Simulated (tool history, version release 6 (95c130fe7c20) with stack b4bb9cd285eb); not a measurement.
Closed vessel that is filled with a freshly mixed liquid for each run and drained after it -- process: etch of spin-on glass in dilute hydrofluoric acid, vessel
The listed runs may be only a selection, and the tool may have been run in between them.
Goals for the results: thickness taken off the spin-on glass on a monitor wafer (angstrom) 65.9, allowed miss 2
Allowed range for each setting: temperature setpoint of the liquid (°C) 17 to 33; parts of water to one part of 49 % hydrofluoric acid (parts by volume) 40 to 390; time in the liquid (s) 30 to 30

run,hour,temperature setpoint of the liquid (°C),parts of water to one part of 49 % hydrofluoric acid (parts by volume),time in the liquid (s),thickness taken off the spin-on glass on a monitor wafer (angstrom)
1,0,25,215,30,51.028
2,2.3,23.5,215,30,47.489
3,5.8,23.5,280,30,34.883
4,9.5,23.5,225,30,45.256
5,12.7,23.5,225,30,46.302
6,21,23.5,225,30,45.76
7,23.6,26,220,30,51.368
8,27.6,28,220,30,54.813
9,32.3,29.5,220,30,58.046
10,38.5,30.5,220,30,59.499

4 next moves are on the table. One of them brings every result within its allowed miss. Which?
A,44.7,31.5,220,30,?
B,44.7,28,200,30,?
C,44.7,31.5,255,30,?
D,44.7,33,220,30,?

move,thickness taken off the spin-on glass on a monitor wafer (angstrom)
A,61.724
B,61.663
C,51.042
D,64.872
A: an improvement on the last run, though not all results are within tolerance
B: an improvement on the last run, though not all results are within tolerance
C: further off than the last run
D: hits every target within its allowed miss
So the answer is move D, the one that meets all the targets.
